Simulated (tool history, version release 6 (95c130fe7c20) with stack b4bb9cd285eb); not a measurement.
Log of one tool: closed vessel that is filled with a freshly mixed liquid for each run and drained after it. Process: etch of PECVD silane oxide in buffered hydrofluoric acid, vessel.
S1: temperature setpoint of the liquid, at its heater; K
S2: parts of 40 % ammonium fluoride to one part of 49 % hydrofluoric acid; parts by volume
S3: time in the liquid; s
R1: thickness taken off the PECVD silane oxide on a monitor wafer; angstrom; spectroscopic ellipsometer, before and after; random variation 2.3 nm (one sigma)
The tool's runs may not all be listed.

Run 1, day 0.000: S1 295.15 K, S2 9.5 parts by volume, S3 85 s. Result: R1 2888.7 angstrom.
Run 2, day 0.342: S1 294.15 K, S2 9.5 parts by volume, S3 85 s. Result: R1 2806.2 angstrom.
Run 3, day 0.579: S1 294.15 K, S2 7.5 parts by volume, S3 85 s. Result: R1 3500.6 angstrom.
Run 4, day 0.738: S1 294.15 K, S2 5.5 parts by volume, S3 85 s. Result: R1 4607.2 angstrom.
Run 5, day 0.792: S1 294.15 K, S2 5.5 parts by volume, S3 85 s. Result: R1 4646.7 angstrom.
Run 6, day 1.171: S1 293.15 K, S2 6.5 parts by volume, S3 85 s. Result: R1 3788.9 angstrom.
Run 7, day 1.538: S1 292.65 K, S2 7.0 parts by volume, S3 85 s. Result: R1 3454.9 angstrom.
Run 8, day 1.858: S1 292.15 K, S2 7.5 parts by volume, S3 85 s. Result: R1 3202.8 angstrom.
Run 9, day 2.150: S1 291.65 K, S2 8.0 parts by volume, S3 85 s. Result: R1 2881.4 angstrom.
Run 10, day 2.221: S1 291.15 K, S2 8.0 parts by volume, S3 85 s. Result: R1 2805.9 angstrom.

Run 11 comes next. What will it give?
Run 11, day 2.400: S1 290.65 K, S2 8.5 parts by volume, S3 85 s. Result: R1 ?.

R1: 2468.8 angstrom

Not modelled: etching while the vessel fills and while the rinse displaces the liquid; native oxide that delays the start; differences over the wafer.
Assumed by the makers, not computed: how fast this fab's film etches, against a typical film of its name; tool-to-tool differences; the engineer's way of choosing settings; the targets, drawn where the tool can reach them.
